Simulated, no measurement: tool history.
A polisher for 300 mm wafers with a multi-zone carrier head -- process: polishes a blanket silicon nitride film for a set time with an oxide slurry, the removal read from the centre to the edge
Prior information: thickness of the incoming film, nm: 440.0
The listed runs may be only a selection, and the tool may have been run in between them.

run,day,flow of slurry (ml/min),pressure of the head's centre zone,pressure of the head's middle zone,pressure of the head's edge zone,abrasive content of the slurry,polishing time (s),film removed at the wafer's centre (angstrom),film removed at mid-radius (angstrom),film removed at the wafer's edge (angstrom)
1,0,150,1,1,1,1,54,253.36,248.67,243.94
2,0.025,145,0.99,0.98,0.98,0.95,54,242.71,236.88,238.99
3,0.188,145,0.99,0.97,0.97,0.9,53,231,227.57,225.19
4,0.308,120,0.99,0.97,0.97,0.9,53,220.8,217.78,218.69
5,0.512,120,0.99,0.97,0.97,0.9,60,253.99,246.79,244.69
6,0.742,115,0.99,0.95,0.96,0.85,60,236.33,235.61,237.57
7,0.821,115,1,0.94,0.95,0.8,60,233.81,219.24,229.64
8,1,120,0.91,0.93,0.85,0.55,58,154.84,160.93,156.02

Run 9 has not been measured yet. What should we expect?
9,1.258,130,0.91,0.92,0.86,0.55,58,?,?,?

film removed at the wafer's centre (angstrom): 158.04
film removed at mid-radius (angstrom): 161.21
film removed at the wafer's edge (angstrom): 160.5
